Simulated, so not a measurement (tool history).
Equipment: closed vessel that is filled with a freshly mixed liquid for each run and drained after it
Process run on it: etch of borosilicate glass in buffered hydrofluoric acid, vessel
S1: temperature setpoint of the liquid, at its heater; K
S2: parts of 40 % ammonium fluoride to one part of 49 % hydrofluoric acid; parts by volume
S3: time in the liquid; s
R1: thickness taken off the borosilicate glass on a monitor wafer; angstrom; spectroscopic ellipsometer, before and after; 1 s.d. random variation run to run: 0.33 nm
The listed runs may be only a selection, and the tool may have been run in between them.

Run 1, hour 0.0: S1 296.15 K, S2 12.0 parts by volume, S3 90 s. Result: R1 944.45 angstrom.
Run 2, hour 2.3: S1 296.15 K, S2 15.0 parts by volume, S3 90 s. Result: R1 767.02 angstrom.
Run 3, hour 7.5: S1 294.65 K, S2 15.5 parts by volume, S3 90 s. Result: R1 670.25 angstrom.
Run 4, hour 14.0: S1 293.15 K, S2 16.0 parts by volume, S3 90 s. Result: R1 600.21 angstrom.
Run 5, hour 20.0: S1 293.15 K, S2 16.0 parts by volume, S3 90 s. Result: R1 602.30 angstrom.
Run 6, hour 21.8: S1 293.15 K, S2 16.0 parts by volume, S3 95 s. Result: R1 633.52 angstrom.
Run 7, hour 28.0: S1 292.15 K, S2 16.5 parts by volume, S3 95 s. Result: R1 593.46 angstrom.

The next listed run, before its measurement:
Run 8, hour 31.5: S1 291.65 K, S2 17.0 parts by volume, S3 95 s. Result: R1 ?.

R1: 553.00 angstrom
